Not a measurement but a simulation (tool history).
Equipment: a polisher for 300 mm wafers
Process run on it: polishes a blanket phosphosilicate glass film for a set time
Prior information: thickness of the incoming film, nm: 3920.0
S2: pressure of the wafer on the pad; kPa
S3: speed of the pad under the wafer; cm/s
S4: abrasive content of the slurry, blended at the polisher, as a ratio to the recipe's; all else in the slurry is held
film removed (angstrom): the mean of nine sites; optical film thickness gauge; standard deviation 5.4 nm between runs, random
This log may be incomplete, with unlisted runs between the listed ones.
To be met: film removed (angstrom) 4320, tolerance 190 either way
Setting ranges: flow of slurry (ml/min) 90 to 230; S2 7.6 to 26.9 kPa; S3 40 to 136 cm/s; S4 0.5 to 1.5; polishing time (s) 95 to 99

Run 1, hour 0: flow of slurry (ml/min) 150, S2 17.2 kPa, S3 88 cm/s, S4 1, polishing time (s) 95. Result: film removed (angstrom) 6076.
Run 2, hour 4.7: flow of slurry (ml/min) 150, S2 17.2 kPa, S3 88 cm/s, S4 1, polishing time (s) 95. Result: film removed (angstrom) 6049.9.
Run 3, hour 10.1: flow of slurry (ml/min) 150, S2 20.7 kPa, S3 88 cm/s, S4 1, polishing time (s) 95. Result: film removed (angstrom) 7273.5.
Run 4, hour 13.2: flow of slurry (ml/min) 150, S2 18.6 kPa, S3 86 cm/s, S4 1, polishing time (s) 95. Result: film removed (angstrom) 6401.4.
Run 5, hour 18.7: flow of slurry (ml/min) 125, S2 18.6 kPa, S3 86 cm/s, S4 1, polishing time (s) 95. Result: film removed (angstrom) 6208.2.
At hour 19.3: head pressure recalibrated.
Run 6, hour 19.3: flow of slurry (ml/min) 125, S2 17.2 kPa, S3 86 cm/s, S4 1, polishing time (s) 95. Result: film removed (angstrom) 6172.7.
Run 7, hour 25.9: flow of slurry (ml/min) 125, S2 15.2 kPa, S3 84 cm/s, S4 1, polishing time (s) 95. Result: film removed (angstrom) 5282.2.
Run 8, hour 29.9: flow of slurry (ml/min) 125, S2 14.5 kPa, S3 84 cm/s, S4 1, polishing time (s) 95. Result: film removed (angstrom) 5035.9.
Run 9, hour 35.3: flow of slurry (ml/min) 125, S2 13.8 kPa, S3 84 cm/s, S4 1, polishing time (s) 95. Result: film removed (angstrom) 4928.4.
Run 10, hour 44.2: flow of slurry (ml/min) 125, S2 13.1 kPa, S3 84 cm/s, S4 1, polishing time (s) 95. Result: film removed (angstrom) 4610.7.

Which single option among these 5 for the next run brings every result within its allowed miss of target? Just one does.
Run A, hour 53.1: flow of slurry (ml/min) 95, S2 13.1 kPa, S3 94 cm/s, S4 1.05, polishing time (s) 99. Result: film removed (angstrom) ?.
Run B, hour 53.1: flow of slurry (ml/min) 115, S2 15.2 kPa, S3 72 cm/s, S4 0.7, polishing time (s) 95. Result: film removed (angstrom) ?.
Run C, hour 53.1: flow of slurry (ml/min) 140, S2 10.3 kPa, S3 86 cm/s, S4 1, polishing time (s) 95. Result: film removed (angstrom) ?.
Run D, hour 53.1: flow of slurry (ml/min) 160, S2 11.7 kPa, S3 86 cm/s, S4 0.95, polishing time (s) 96. Result: film removed (angstrom) ?.
Run E, hour 53.1: flow of slurry (ml/min) 140, S2 13.1 kPa, S3 78 cm/s, S4 1.05, polishing time (s) 97. Result: film removed (angstrom) ?.

move  film removed (angstrom)
   A                   5052.4
   B                   3909.3
   C                   3917.9
   D                   4458.1
   E                   4797.8
A: further off than the last run
B: moves the result that the last run missed by most past its target, out the other side
C: moves the result that the last run missed by most past its target, out the other side
D: all results in spec
E: further off than the last run
Correct choice: D, which meets every target
